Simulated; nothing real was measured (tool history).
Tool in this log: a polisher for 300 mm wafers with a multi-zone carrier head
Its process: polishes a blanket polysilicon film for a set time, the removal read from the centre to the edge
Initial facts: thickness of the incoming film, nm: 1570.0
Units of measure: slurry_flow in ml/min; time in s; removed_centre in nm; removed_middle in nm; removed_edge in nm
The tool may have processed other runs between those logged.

run	day	slurry_flow	centre_zone	middle_zone	edge_zone	time	removed_centre	removed_middle	removed_edge
1	0.000	280	1.00	1.00	1.00	61	365.15	358.92	355.54
2	0.212	280	1.02	1.00	1.04	65	397.41	382.96	387.89
3	0.417	280	1.02	1.00	1.04	72	443.78	420.36	430.20
4	0.475	280	1.02	1.00	0.97	72	443.52	424.38	403.27
5	0.667	280	1.02	1.07	0.97	72	435.50	444.25	413.26
6	0.817	290	1.05	1.08	1.02	73	459.05	454.95	423.54

Run 7, settings as shown, results not yet in. Your forecast:
7	1.162	290	1.05	1.06	1.06	75	?	?	?

Run 7 gave removed_centre 473.11 nm, removed_middle 466.15 nm, removed_edge 453.81 nm.
